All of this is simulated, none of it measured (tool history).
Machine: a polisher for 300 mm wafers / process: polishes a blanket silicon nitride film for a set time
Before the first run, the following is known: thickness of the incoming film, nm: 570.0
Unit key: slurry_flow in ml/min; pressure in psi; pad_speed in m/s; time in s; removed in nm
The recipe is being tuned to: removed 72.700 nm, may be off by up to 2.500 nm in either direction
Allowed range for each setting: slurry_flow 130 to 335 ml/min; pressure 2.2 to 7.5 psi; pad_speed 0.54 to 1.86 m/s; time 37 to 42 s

run    day  slurry_flow  pressure  pad_speed  time  removed
  1  0.000          215       4.8       1.18    42  105.200
  2  0.375          215       4.4       1.18    42   95.356
  3  0.662          215       4.4       1.18    37   84.152
  4  0.921          215       4.4       1.18    37   85.996
  5  1.133          215       4.4       1.30    37   91.614
  6  1.217          245       4.4       1.30    37   95.173
  7  1.421          235       4.2       1.30    37   86.897
  8  1.796          235       4.1       1.30    37   86.148
  9  2.175          230       4.0       1.30    37   85.611
 10  2.367          230       3.8       1.30    37   82.482
 11  2.471          230       3.7       1.30    37   79.477
 12  2.617          230       3.6       1.30    37   78.353
 13  2.696          230       3.5       1.30    37   76.723

Which one of the following 5 next-run settings gets every result inside its allowed miss? There is exactly one.
  A  2.775          225       3.2       1.22    37        ?
  B  2.775          260       3.4       0.96    40        ?
  C  2.775          295       3.4       1.16    42        ?
  D  2.775          250       3.1       1.34    38        ?
  E  2.775          225       2.8       1.38    38        ?

move  removed
   A   66.631
   B   64.501
   C   78.861
   D   72.427
   E   67.373
A: pushes the last run's worst result past its target
B: pushes the last run's worst result past its target
C: the biggest miss grows against the last run
D: meets every target
E: pushes the last run's worst result past its target
Answer: D
